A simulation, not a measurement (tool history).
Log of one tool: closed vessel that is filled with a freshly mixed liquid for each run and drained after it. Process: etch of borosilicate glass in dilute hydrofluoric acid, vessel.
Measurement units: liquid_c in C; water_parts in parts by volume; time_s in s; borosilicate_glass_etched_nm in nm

run,hour,liquid_c,water_parts,time_s,borosilicate_glass_etched_nm
1,0.0,20.0,265,100,7.4852
2,2.0,21.0,235,100,9.1721
3,9.3,24.0,235,100,10.2180
4,12.5,26.0,235,100,10.8230
5,18.8,26.0,235,105,11.4660
6,23.3,26.0,325,105,7.5723
7,27.9,26.5,290,105,8.8679
8,30.1,26.5,260,105,10.1110
9,32.1,28.0,155,105,20.2880
10,40.6,28.0,150,105,21.2560

Run 11, settings as shown, results not yet in. Your forecast:
11,42.2,28.0,145,105,?

Run 11 measured borosilicate_glass_etched_nm 21.9720 nm.

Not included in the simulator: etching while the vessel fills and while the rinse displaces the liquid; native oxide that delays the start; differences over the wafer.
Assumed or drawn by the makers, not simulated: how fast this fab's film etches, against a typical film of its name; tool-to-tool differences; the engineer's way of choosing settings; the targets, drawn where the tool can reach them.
